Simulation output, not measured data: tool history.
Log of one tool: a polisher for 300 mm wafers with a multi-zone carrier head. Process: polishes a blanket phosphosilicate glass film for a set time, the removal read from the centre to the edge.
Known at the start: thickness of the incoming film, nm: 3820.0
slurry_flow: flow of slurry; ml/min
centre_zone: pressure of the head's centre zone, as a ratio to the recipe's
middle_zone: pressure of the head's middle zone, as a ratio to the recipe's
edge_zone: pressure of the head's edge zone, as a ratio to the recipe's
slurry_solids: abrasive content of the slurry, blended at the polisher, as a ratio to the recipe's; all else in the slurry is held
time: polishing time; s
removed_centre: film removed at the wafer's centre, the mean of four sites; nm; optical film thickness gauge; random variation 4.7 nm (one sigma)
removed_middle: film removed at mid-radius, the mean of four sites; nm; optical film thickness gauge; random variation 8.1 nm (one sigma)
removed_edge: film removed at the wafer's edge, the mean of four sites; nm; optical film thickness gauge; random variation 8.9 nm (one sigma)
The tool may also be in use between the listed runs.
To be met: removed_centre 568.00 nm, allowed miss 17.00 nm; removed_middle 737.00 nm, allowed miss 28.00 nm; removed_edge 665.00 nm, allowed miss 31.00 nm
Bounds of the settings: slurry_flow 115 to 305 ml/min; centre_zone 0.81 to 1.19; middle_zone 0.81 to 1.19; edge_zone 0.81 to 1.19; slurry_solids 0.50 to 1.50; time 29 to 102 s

run 1 hour=0.0 | slurry_flow=195 centre_zone=1.00 middle_zone=1.00 edge_zone=1.00 slurry_solids=1.00 time=65 | removed_centre=633.97 removed_middle=668.31 removed_edge=646.64
run 2 hour=6.6 | slurry_flow=190 centre_zone=0.97 middle_zone=1.03 edge_zone=1.01 slurry_solids=1.00 time=65 | removed_centre=627.86 removed_middle=690.78 removed_edge=642.34
run 3 hour=14.8 | slurry_flow=190 centre_zone=0.97 middle_zone=1.03 edge_zone=1.01 slurry_solids=1.00 time=72 | removed_centre=689.51 removed_middle=751.10 removed_edge=717.00
run 4 hour=22.3 | slurry_flow=190 centre_zone=0.97 middle_zone=1.03 edge_zone=1.01 slurry_solids=1.20 time=72 | removed_centre=766.08 removed_middle=827.88 removed_edge=789.35
run 5 hour=23.8 | slurry_flow=220 centre_zone=0.97 middle_zone=1.03 edge_zone=1.01 slurry_solids=1.20 time=72 | removed_centre=797.11 removed_middle=867.72 removed_edge=815.41
run 6 hour=29.2 | slurry_flow=200 centre_zone=0.93 middle_zone=1.04 edge_zone=1.00 slurry_solids=1.15 time=72 | removed_centre=718.56 removed_middle=829.66 removed_edge=806.38
-- hour=31.5 slurry nozzle cleaned
run 7 hour=31.5 | slurry_flow=190 centre_zone=0.92 middle_zone=1.06 edge_zone=0.99 slurry_solids=1.10 time=72 | removed_centre=710.85 removed_middle=838.11 removed_edge=776.70
run 8 hour=40.5 | slurry_flow=180 centre_zone=0.90 middle_zone=1.06 edge_zone=0.98 slurry_solids=1.05 time=72 | removed_centre=675.47 removed_middle=803.45 removed_edge=734.08
run 9 hour=42.9 | slurry_flow=170 centre_zone=0.88 middle_zone=1.06 edge_zone=0.98 slurry_solids=1.00 time=72 | removed_centre=633.06 removed_middle=766.14 removed_edge=707.27
run 10 hour=46.9 | slurry_flow=160 centre_zone=0.86 middle_zone=1.07 edge_zone=0.97 slurry_solids=1.00 time=72 | removed_centre=611.76 removed_middle=780.33 removed_edge=716.29
run 11 hour=47.4 | slurry_flow=155 centre_zone=0.86 middle_zone=1.07 edge_zone=0.96 slurry_solids=1.00 time=72 | removed_centre=611.29 removed_middle=761.36 removed_edge=704.94
run 12 hour=50.8 | slurry_flow=150 centre_zone=0.85 middle_zone=1.08 edge_zone=0.95 slurry_solids=1.00 time=72 | removed_centre=591.68 removed_middle=768.21 removed_edge=686.42

Which of these 5 next moves meets every target?
run A hour=54.2 | slurry_flow=140 centre_zone=0.81 middle_zone=1.03 edge_zone=1.04 slurry_solids=1.00 time=73 | removed_centre=? removed_middle=? removed_edge=?
run B hour=54.2 | slurry_flow=180 centre_zone=0.92 middle_zone=0.97 edge_zone=1.00 slurry_solids=0.85 time=73 | removed_centre=? removed_middle=? removed_edge=?
run C hour=54.2 | slurry_flow=130 centre_zone=0.81 middle_zone=1.14 edge_zone=0.95 slurry_solids=1.00 time=76 | removed_centre=? removed_middle=? removed_edge=?
run D hour=54.2 | slurry_flow=155 centre_zone=0.91 middle_zone=1.11 edge_zone=0.93 slurry_solids=1.05 time=67 | removed_centre=? removed_middle=? removed_edge=?
run E hour=54.2 | slurry_flow=140 centre_zone=0.84 middle_zone=1.09 edge_zone=0.92 slurry_solids=1.05 time=68 | removed_centre=? removed_middle=? removed_edge=?

move=A removed_centre=573.12 removed_middle=764.08 removed_edge=710.71
move=B removed_centre=602.36 removed_middle=677.29 removed_edge=635.16
move=C removed_centre=587.94 removed_middle=836.44 removed_edge=702.31
move=D removed_centre=623.27 removed_middle=771.75 removed_edge=647.66
move=E removed_centre=572.13 removed_middle=761.37 removed_edge=646.24
A: brings the result that was furthest off to its target, and leaves another outside
B: further off than the last run
C: further off than the last run
D: further off than the last run
E: meets every target
Answer: E
